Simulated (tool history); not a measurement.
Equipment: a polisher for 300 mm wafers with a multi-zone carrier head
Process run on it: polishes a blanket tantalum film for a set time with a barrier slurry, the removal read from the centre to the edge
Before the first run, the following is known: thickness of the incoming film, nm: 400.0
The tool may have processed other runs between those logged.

| run | hour | flow of slurry (ml/min) | pressure of the head's centre zone | pressure of the head's middle zone | pressure of the head's edge zone | abrasive content of the slurry | polishing time (s) | film removed at the wafer's centre (Å) | film removed at mid-radius (Å) | film removed at the wafer's edge (Å) |
|---|---|---|---|---|---|---|---|---|---|---|
| 1 | 0 | 290 | 1 | 1 | 1 | 1 | 43 | 385.03 | 376.17 | 385.18 |
| 2 | 1.4 | 290 | 1 | 1 | 1 | 1 | 36 | 322.96 | 321.34 | 317.6 |
| 3 | 2.7 | 290 | 1 | 1 | 1 | 1.15 | 36 | 340.59 | 337.92 | 338.08 |
| 4 | 11 | 285 | 0.98 | 0.98 | 0.99 | 1.1 | 36 | 326.25 | 325.83 | 327.63 |
| 5 | 12.3 | 285 | 0.98 | 0.98 | 0.92 | 1.1 | 36 | 327.8 | 328.19 | 315.57 |
| 6 | 16.4 | 285 | 0.98 | 0.98 | 0.87 | 1.1 | 36 | 326.15 | 329.7 | 312.64 |
| 7 | 20.7 | 280 | 0.96 | 0.96 | 0.88 | 1.05 | 36 | 318.32 | 324.02 | 312.37 |
| 8 | 27.3 | 280 | 0.95 | 0.94 | 0.89 | 1 | 36 | 299.35 | 311.78 | 311.21 |
| 9 | 35.3 | 280 | 0.96 | 0.92 | 0.89 | 0.95 | 36 | 302.79 | 293.93 | 296.87 |
| 10 | 41.2 | 280 | 0.95 | 0.91 | 0.89 | 0.95 | 36 | 306.14 | 292.47 | 302.02 |
| 11 | 45.9 | 280 | 0.94 | 0.9 | 0.89 | 0.95 | 36 | 298.31 | 290.45 | 300.41 |
| 12 | 48.2 | 280 | 0.93 | 0.89 | 0.89 | 0.95 | 36 | 291.2 | 285.68 | 300.26 |
| 13 | 54.3 | 280 | 0.92 | 0.88 | 0.89 | 0.95 | 36 | 292.85 | 286.7 | 299.79 |

Estimate the outcome of run 14 from the log above:
| 14 | 60.8 | 280 | 0.91 | 0.87 | 0.89 | 0.95 | 36 | ? | ? | ? |

{"run 14": {"film removed at the wafer's centre (Å)": 286.08, "film removed at mid-radius (Å)": 281.63, "film removed at the wafer's edge (Å)": 301.82}}

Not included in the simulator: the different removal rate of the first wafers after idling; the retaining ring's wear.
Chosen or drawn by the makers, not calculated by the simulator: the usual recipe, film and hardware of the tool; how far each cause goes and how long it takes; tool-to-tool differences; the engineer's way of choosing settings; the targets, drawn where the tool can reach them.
